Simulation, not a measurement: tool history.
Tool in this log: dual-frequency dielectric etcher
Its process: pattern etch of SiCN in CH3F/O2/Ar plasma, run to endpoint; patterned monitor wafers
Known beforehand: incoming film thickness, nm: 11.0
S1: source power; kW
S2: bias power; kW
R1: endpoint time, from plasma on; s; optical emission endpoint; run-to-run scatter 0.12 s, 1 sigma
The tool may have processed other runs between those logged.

run  hour     S1     S2      R1
  1   0.0  0.380  0.082  31.035
  2   2.1  0.410  0.082  30.295
  3  11.1  0.360  0.082  31.633
  4  16.6  0.400  0.086  30.070
  5  21.0  0.460  0.086  28.530
  6  29.7  0.410  0.086  29.955
  7  33.4  0.410  0.086  29.963
  8  36.8  0.440  0.089  29.011
  9  39.7  0.470  0.092  27.879

Estimate the outcome of run 10 from the log above:
 10  46.2  0.480  0.093   ?

R1: 27.560 s
